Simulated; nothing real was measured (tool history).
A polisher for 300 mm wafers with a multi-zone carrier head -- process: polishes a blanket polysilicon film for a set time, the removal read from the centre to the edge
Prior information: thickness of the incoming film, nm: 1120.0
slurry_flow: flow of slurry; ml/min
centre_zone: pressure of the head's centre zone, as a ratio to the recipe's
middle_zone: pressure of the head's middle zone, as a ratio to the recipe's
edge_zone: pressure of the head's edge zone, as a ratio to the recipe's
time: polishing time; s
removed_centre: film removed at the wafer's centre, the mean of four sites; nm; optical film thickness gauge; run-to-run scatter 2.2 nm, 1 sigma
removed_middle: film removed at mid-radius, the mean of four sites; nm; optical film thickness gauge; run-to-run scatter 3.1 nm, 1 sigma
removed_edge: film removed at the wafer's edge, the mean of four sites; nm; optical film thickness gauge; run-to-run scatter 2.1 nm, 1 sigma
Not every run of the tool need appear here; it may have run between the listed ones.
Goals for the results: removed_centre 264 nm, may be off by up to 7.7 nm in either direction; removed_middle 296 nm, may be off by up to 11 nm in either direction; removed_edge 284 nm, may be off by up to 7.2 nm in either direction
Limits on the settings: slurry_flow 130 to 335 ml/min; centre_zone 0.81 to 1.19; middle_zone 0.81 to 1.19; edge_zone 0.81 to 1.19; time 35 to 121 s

{"run": 1, "hour": 0.0, "slurry_flow": 215, "centre_zone": 1, "middle_zone": 1, "edge_zone": 1, "time": 78, "removed_centre": 373.1, "removed_middle": 374.25, "removed_edge": 381.09}
{"run": 2, "hour": 1.8, "slurry_flow": 215, "centre_zone": 1, "middle_zone": 1, "edge_zone": 1, "time": 69, "removed_centre": 331.2, "removed_middle": 331.53, "removed_edge": 337.22}
{"run": 3, "hour": 3.3, "slurry_flow": 205, "centre_zone": 0.97, "middle_zone": 0.99, "edge_zone": 0.96, "time": 67, "removed_centre": 311.96, "removed_middle": 320, "removed_edge": 316.42}
{"run": 4, "hour": 6.2, "slurry_flow": 205, "centre_zone": 0.97, "middle_zone": 0.99, "edge_zone": 0.9, "time": 67, "removed_centre": 307.86, "removed_middle": 323.62, "removed_edge": 308.24}
{"run": 5, "hour": 9.3, "slurry_flow": 195, "centre_zone": 0.94, "middle_zone": 0.97, "edge_zone": 0.89, "time": 66, "removed_centre": 295.29, "removed_middle": 306.9, "removed_edge": 300.22}
{"run": 6, "hour": 12.1, "slurry_flow": 185, "centre_zone": 0.92, "middle_zone": 0.97, "edge_zone": 0.88, "time": 66, "removed_centre": 283.69, "removed_middle": 311.06, "removed_edge": 298.14}
{"run": 7, "hour": 14.3, "slurry_flow": 175, "centre_zone": 0.91, "middle_zone": 0.96, "edge_zone": 0.87, "time": 66, "removed_centre": 274.6, "removed_middle": 303.76, "removed_edge": 293.98}
{"run": 8, "hour": 16.0, "slurry_flow": 165, "centre_zone": 0.91, "middle_zone": 0.96, "edge_zone": 0.86, "time": 66, "removed_centre": 276.63, "removed_middle": 295.69, "removed_edge": 291.93}

Next run, 5 choices. One meets every target within its allowed miss, the rest don't. Which?
{"run": "A", "hour": 17.7, "slurry_flow": 195, "centre_zone": 0.89, "middle_zone": 0.98, "edge_zone": 0.87, "time": 63, "removed_centre": "?", "removed_middle": "?", "removed_edge": "?"}
{"run": "B", "hour": 17.7, "slurry_flow": 175, "centre_zone": 0.98, "middle_zone": 0.95, "edge_zone": 0.88, "time": 66, "removed_centre": "?", "removed_middle": "?", "removed_edge": "?"}
{"run": "C", "hour": 17.7, "slurry_flow": 165, "centre_zone": 0.93, "middle_zone": 0.97, "edge_zone": 0.81, "time": 67, "removed_centre": "?", "removed_middle": "?", "removed_edge": "?"}
{"run": "D", "hour": 17.7, "slurry_flow": 170, "centre_zone": 0.83, "middle_zone": 0.97, "edge_zone": 0.89, "time": 66, "removed_centre": "?", "removed_middle": "?", "removed_edge": "?"}
{"run": "E", "hour": 17.7, "slurry_flow": 165, "centre_zone": 0.94, "middle_zone": 0.99, "edge_zone": 0.87, "time": 67, "removed_centre": "?", "removed_middle": "?", "removed_edge": "?"}

move=A removed_centre=266.52 removed_middle=299.7 removed_edge=285.3
move=B removed_centre=301.05 removed_middle=299.91 removed_edge=296.31
move=C removed_centre=286.18 removed_middle=306.38 removed_edge=287.44
move=D removed_centre=253.05 removed_middle=303.74 removed_edge=296.55
move=E removed_centre=289.32 removed_middle=311.64 removed_edge=296.58
A: all results land within tolerance of their targets
B: further off than the last run
C: further off than the last run
D: moves the result that the last run missed by most past its target, out the other side
E: further off than the last run
So the answer is move A, the one that meets all the targets.

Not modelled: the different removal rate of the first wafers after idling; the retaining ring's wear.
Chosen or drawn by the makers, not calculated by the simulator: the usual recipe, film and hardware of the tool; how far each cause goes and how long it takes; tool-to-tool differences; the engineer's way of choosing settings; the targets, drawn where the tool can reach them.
